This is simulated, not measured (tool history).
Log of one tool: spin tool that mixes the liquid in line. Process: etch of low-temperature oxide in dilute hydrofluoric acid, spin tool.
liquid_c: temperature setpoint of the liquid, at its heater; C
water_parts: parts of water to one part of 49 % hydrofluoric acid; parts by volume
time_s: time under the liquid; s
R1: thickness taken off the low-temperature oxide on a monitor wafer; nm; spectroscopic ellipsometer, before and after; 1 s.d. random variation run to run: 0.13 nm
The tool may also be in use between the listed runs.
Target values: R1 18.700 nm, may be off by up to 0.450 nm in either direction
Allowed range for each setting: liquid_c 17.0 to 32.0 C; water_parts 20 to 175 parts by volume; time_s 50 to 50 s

run 1 day=0.000 | liquid_c=24.0 water_parts=95 time_s=50 | R1=13.913
run 2 day=0.046 | liquid_c=25.5 water_parts=95 time_s=50 | R1=14.912
run 3 day=0.375 | liquid_c=25.5 water_parts=60 time_s=50 | R1=24.793
run 4 day=0.429 | liquid_c=25.5 water_parts=30 time_s=50 | R1=51.069
run 5 day=0.704 | liquid_c=22.5 water_parts=30 time_s=50 | R1=45.642
run 6 day=1.017 | liquid_c=21.0 water_parts=45 time_s=50 | R1=27.706
run 7 day=1.321 | liquid_c=20.0 water_parts=45 time_s=50 | R1=26.562
run 8 day=1.538 | liquid_c=19.0 water_parts=50 time_s=50 | R1=22.830
run 9 day=1.879 | liquid_c=17.0 water_parts=60 time_s=50 | R1=17.246
run 10 day=2.162 | liquid_c=17.5 water_parts=60 time_s=50 | R1=17.576
run 11 day=2.467 | liquid_c=19.5 water_parts=60 time_s=50 | R1=19.329

Of the 5 settings listed for the next run, only one would bring every result within its allowed miss of target. Which one?
run A day=2.771 | liquid_c=20.5 water_parts=60 time_s=50 | R1=?
run B day=2.771 | liquid_c=18.0 water_parts=60 time_s=50 | R1=?
run C day=2.771 | liquid_c=19.0 water_parts=55 time_s=50 | R1=?
run D day=2.771 | liquid_c=21.0 water_parts=65 time_s=50 | R1=?
run E day=2.771 | liquid_c=20.0 water_parts=60 time_s=50 | R1=?

move=A R1=20.175
move=B R1=18.144
move=C R1=20.777
move=D R1=18.902
move=E R1=19.755
A: further off than the last run
B: the result that was furthest off in the last run now lies on the other side of its target
C: further off than the last run
D: every result within its allowed miss
E: further off than the last run
Go with D: it meets all targets.
